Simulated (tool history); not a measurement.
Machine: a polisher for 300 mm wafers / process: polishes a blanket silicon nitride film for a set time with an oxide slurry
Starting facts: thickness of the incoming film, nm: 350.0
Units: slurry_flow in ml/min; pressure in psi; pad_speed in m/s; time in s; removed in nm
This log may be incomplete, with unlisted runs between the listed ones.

{"run": 1, "hour": 0.0, "slurry_flow": 170, "pressure": 2.5, "pad_speed": 1.38, "slurry_solids": 1.0, "time": 40, "removed": 20.528}
{"run": 2, "hour": 8.6, "slurry_flow": 170, "pressure": 2.5, "pad_speed": 1.38, "slurry_solids": 1.15, "time": 40, "removed": 21.632}
{"run": 3, "hour": 13.6, "slurry_flow": 170, "pressure": 2.5, "pad_speed": 1.38, "slurry_solids": 1.05, "time": 40, "removed": 21.02}
{"run": 4, "hour": 17.0, "slurry_flow": 175, "pressure": 2.7, "pad_speed": 1.38, "slurry_solids": 1.05, "time": 40, "removed": 22.754}
{"run": 5, "hour": 25.2, "slurry_flow": 175, "pressure": 2.7, "pad_speed": 1.38, "slurry_solids": 1.05, "time": 40, "removed": 22.203}
{"run": 6, "hour": 33.0, "slurry_flow": 175, "pressure": 2.3, "pad_speed": 1.38, "slurry_solids": 1.05, "time": 40, "removed": 20.11}
{"run": 7, "hour": 37.2, "slurry_flow": 185, "pressure": 2.6, "pad_speed": 1.4, "slurry_solids": 1.05, "time": 40, "removed": 22.057}
{"run": 8, "hour": 39.2, "slurry_flow": 185, "pressure": 3.3, "pad_speed": 1.46, "slurry_solids": 1.05, "time": 40, "removed": 26.495}
{"run": 9, "hour": 40.5, "slurry_flow": 185, "pressure": 3.4, "pad_speed": 1.5, "slurry_solids": 1.05, "time": 40, "removed": 27.854}
{"run": 10, "hour": 49.3, "slurry_flow": 185, "pressure": 3.5, "pad_speed": 1.52, "slurry_solids": 1.05, "time": 40, "removed": 28.543}

Run 11, settings as shown, results not yet in. Your forecast:
{"run": 11, "hour": 56.8, "slurry_flow": 185, "pressure": 3.6, "pad_speed": 1.54, "slurry_solids": 1.05, "time": 40, "removed": "?"}

removed: 29.632 nm
